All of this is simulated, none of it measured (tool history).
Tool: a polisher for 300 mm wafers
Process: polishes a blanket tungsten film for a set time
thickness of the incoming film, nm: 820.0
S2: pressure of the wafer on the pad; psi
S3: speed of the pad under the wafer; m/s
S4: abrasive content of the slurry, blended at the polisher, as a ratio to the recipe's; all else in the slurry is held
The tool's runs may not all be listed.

Run 1, day 0.000: flow of slurry (ml/min) 230, S2 4.8 psi, S3 1.24 m/s, S4 1.0, polishing time (s) 48. Result: film removed (angstrom) 3859.5.
Run 2, day 0.058: flow of slurry (ml/min) 230, S2 4.8 psi, S3 1.24 m/s, S4 1.0, polishing time (s) 50. Result: film removed (angstrom) 4039.8.
Run 3, day 0.196: flow of slurry (ml/min) 225, S2 4.4 psi, S3 1.18 m/s, S4 1.0, polishing time (s) 50. Result: film removed (angstrom) 3535.7.
Run 4, day 0.267: flow of slurry (ml/min) 220, S2 4.1 psi, S3 1.14 m/s, S4 1.0, polishing time (s) 50. Result: film removed (angstrom) 3190.0.
Run 5, day 0.333: flow of slurry (ml/min) 215, S2 3.8 psi, S3 1.10 m/s, S4 1.0, polishing time (s) 50. Result: film removed (angstrom) 2881.9.
Run 6, day 0.638: flow of slurry (ml/min) 210, S2 3.5 psi, S3 1.08 m/s, S4 1.0, polishing time (s) 50. Result: film removed (angstrom) 2633.0.
Run 7, day 0.733: flow of slurry (ml/min) 205, S2 3.3 psi, S3 1.06 m/s, S4 1.0, polishing time (s) 50. Result: film removed (angstrom) 2452.8.
Run 8, day 0.888: flow of slurry (ml/min) 200, S2 3.1 psi, S3 1.06 m/s, S4 1.0, polishing time (s) 50. Result: film removed (angstrom) 2317.6.
Run 9, day 0.946: flow of slurry (ml/min) 195, S2 3.0 psi, S3 1.06 m/s, S4 1.0, polishing time (s) 50. Result: film removed (angstrom) 2239.4.
Run 10, day 1.167: flow of slurry (ml/min) 190, S2 2.9 psi, S3 1.06 m/s, S4 1.0, polishing time (s) 50. Result: film removed (angstrom) 2166.7.
Run 11, day 1.433: flow of slurry (ml/min) 165, S2 2.2 psi, S3 1.00 m/s, S4 1.0, polishing time (s) 50. Result: film removed (angstrom) 1602.9.
Run 12, day 1.738: flow of slurry (ml/min) 165, S2 2.2 psi, S3 1.00 m/s, S4 1.0, polishing time (s) 50. Result: film removed (angstrom) 1603.2.
Run 13, day 1.771: flow of slurry (ml/min) 170, S2 2.2 psi, S3 1.00 m/s, S4 1.0, polishing time (s) 50. Result: film removed (angstrom) 1632.8.
Run 14, day 1.879: flow of slurry (ml/min) 175, S2 2.2 psi, S3 1.00 m/s, S4 1.0, polishing time (s) 50. Result: film removed (angstrom) 1609.6.

Run 15 comes next. What will it give?
Run 15, day 2.038: flow of slurry (ml/min) 185, S2 2.2 psi, S3 1.00 m/s, S4 1.0, polishing time (s) 50. Result: film removed (angstrom) ?.

film removed (angstrom): 1625.3
